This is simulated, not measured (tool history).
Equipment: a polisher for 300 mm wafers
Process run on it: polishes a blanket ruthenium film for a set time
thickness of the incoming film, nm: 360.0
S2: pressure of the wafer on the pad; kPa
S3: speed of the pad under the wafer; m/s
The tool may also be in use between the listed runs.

Run 1, hour 0: flow of slurry (ml/min) 275, S2 11 kPa, S3 0.88 m/s, polishing time (s) 56. Result: film removed (angstrom) 407.44.
Run 2, hour 7: flow of slurry (ml/min) 275, S2 11 kPa, S3 1.02 m/s, polishing time (s) 56. Result: film removed (angstrom) 463.64.
Run 3, hour 8.1: flow of slurry (ml/min) 275, S2 9.7 kPa, S3 1.02 m/s, polishing time (s) 56. Result: film removed (angstrom) 415.7.
Run 4, hour 12.7: flow of slurry (ml/min) 275, S2 9 kPa, S3 1.02 m/s, polishing time (s) 56. Result: film removed (angstrom) 395.7.
Run 5, hour 13.7: flow of slurry (ml/min) 310, S2 9 kPa, S3 1.02 m/s, polishing time (s) 56. Result: film removed (angstrom) 397.66.
Run 6, hour 18.5: flow of slurry (ml/min) 310, S2 8.3 kPa, S3 1.02 m/s, polishing time (s) 56. Result: film removed (angstrom) 371.03.

Expected results for the next run?
Run 7, hour 19.6: flow of slurry (ml/min) 310, S2 7.6 kPa, S3 1.02 m/s, polishing time (s) 56. Result: film removed (angstrom) ?.

{"run 7": {"film removed (angstrom)": 343.67}}

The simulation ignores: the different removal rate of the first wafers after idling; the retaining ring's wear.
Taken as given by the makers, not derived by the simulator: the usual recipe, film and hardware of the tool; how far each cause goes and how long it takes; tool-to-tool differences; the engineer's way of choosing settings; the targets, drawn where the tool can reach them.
